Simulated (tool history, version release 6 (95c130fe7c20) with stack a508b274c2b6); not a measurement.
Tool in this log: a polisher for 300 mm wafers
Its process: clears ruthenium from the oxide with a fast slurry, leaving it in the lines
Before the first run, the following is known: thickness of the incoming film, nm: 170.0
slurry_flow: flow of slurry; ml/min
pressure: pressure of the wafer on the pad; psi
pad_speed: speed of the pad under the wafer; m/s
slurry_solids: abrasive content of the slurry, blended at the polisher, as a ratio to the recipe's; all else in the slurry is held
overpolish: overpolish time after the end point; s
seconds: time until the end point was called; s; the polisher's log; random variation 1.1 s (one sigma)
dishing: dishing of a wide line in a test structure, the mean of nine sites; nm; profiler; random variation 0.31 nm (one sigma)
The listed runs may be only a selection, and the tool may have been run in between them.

Run 1, day 0: slurry_flow 145 ml/min, pressure 2.4 psi, pad_speed 0.88 m/s, slurry_solids 1, overpolish 19 s. Result: seconds 60.321 s, dishing 39.541 nm.
Run 2, day 0.083: slurry_flow 145 ml/min, pressure 2 psi, pad_speed 0.88 m/s, slurry_solids 1, overpolish 19 s. Result: seconds 69.485 s, dishing 33.186 nm.
Run 3, day 0.388: slurry_flow 145 ml/min, pressure 2.5 psi, pad_speed 0.88 m/s, slurry_solids 1, overpolish 19 s. Result: seconds 55.756 s, dishing 37.996 nm.
Run 4, day 0.646: slurry_flow 140 ml/min, pressure 2.8 psi, pad_speed 0.74 m/s, slurry_solids 0.9, overpolish 15 s. Result: seconds 59.913 s, dishing 30.373 nm.
Run 5, day 0.929: slurry_flow 135 ml/min, pressure 3.1 psi, pad_speed 0.66 m/s, slurry_solids 0.8, overpolish 12 s. Result: seconds 63.707 s, dishing 24.725 nm.
Run 6, day 1: slurry_flow 130 ml/min, pressure 3.3 psi, pad_speed 0.64 m/s, slurry_solids 0.7, overpolish 10 s. Result: seconds 66.156 s, dishing 20.954 nm.
Run 7, day 1.338: slurry_flow 115 ml/min, pressure 3.4 psi, pad_speed 0.66 m/s, slurry_solids 0.65, overpolish 9 s. Result: seconds 63.975 s, dishing 19.216 nm.

Predict the results of run 8:
Run 8, day 1.646: slurry_flow 105 ml/min, pressure 3.5 psi, pad_speed 0.66 m/s, slurry_solids 0.6, overpolish 8 s. Result: seconds ?, dishing ?.

{"run 8": {"seconds": 67.508, "dishing": 16.166}}
